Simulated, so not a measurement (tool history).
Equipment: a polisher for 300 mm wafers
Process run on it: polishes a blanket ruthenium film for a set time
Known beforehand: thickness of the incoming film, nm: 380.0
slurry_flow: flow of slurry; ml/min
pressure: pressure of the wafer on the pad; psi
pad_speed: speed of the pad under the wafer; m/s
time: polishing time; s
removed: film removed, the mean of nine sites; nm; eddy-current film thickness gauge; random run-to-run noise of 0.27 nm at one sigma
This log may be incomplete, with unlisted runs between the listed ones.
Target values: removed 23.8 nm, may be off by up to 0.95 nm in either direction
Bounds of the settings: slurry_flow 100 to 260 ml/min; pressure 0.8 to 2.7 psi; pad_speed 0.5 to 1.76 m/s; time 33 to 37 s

run	hour	slurry_flow	pressure	pad_speed	time	removed
1	0	165	1.7	1.12	37	33.207
2	0.6	125	1.7	1.12	37	31.465
3	5.1	125	1.6	1.12	37	29.467
4	7.1	125	1.6	1.3	37	33.82
5	14.3	105	1.6	1.3	37	32.537
6	21.5	105	1.5	1.3	37	30.627
7	28.4	105	1.5	1.3	37	30.198
8	34.4	105	1.4	1.3	37	28.766

Pick the move, out of 4, that brings all results within their allowed miss; only one does.
A	40.4	115	1.9	1.28	37	?
B	40.4	130	1.5	1.36	35	?
C	40.4	135	1.8	1.38	37	?
D	40.4	100	1.8	0.96	33	?

move	removed
A	39.081
B	32.113
C	41.43
D	24.125
A: misses by more than the last run did
B: misses by more than the last run did
C: misses by more than the last run did
D: hits every target within its allowed miss
D meets every target.
